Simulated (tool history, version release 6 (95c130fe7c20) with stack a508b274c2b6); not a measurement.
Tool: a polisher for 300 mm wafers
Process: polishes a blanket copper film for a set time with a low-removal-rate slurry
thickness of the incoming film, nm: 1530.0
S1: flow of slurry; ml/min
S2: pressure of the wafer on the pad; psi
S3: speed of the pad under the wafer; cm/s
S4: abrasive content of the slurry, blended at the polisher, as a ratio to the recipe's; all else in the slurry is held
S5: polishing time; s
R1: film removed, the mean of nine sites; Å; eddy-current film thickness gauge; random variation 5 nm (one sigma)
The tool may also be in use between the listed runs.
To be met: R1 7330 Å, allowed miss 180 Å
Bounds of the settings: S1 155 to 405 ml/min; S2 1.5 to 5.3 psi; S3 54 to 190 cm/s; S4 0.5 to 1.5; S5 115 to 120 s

run,hour,S1,S2,S3,S4,S5,R1
1,0,260,3.4,122,1,115,5851.1
2,6.3,260,3.4,122,1,115,5860
3,9.1,260,3.4,96,1,115,4602.3
4,12.7,260,3.6,96,1,115,4919.5
5,20.9,260,3.6,96,0.8,115,4724.8
6,24.4,260,3,96,0.8,115,3930.9
7,28.3,260,3.2,96,0.8,115,4215.5
8,37.2,260,3.2,96,0.8,115,4196.4
9,40.2,260,3.4,96,0.8,115,4399.8
10,47,260,3.6,96,0.8,115,4692.2
11,50.4,260,3.8,96,0.8,115,4966
12,51.6,260,4,96,0.8,115,5171.1
13,53.7,260,4.2,96,0.8,115,5398.9
14,56.5,260,4.2,96,0.8,115,5449.4
15,60.4,260,4.3,96,0.8,115,5606.3
16,61,260,4.4,96,0.8,115,5675.7
17,65.7,260,4.5,96,0.8,115,5847.2
18,70,280,5.3,96,0.8,115,6918.1

4 next moves are on the table. One of them brings every result within its allowed miss. Which?
A,74.3,300,5,92,0.9,115,?
B,74.3,195,5.3,90,0.75,120,?
C,74.3,305,5.3,98,0.75,120,?
D,74.3,290,5,88,0.9,116,?

move,R1
A,6490
B,6444
C,7381.6
D,6252.5
A: further off than the last run
B: further off than the last run
C: meets every target
D: further off than the last run
Move C is the one to make.
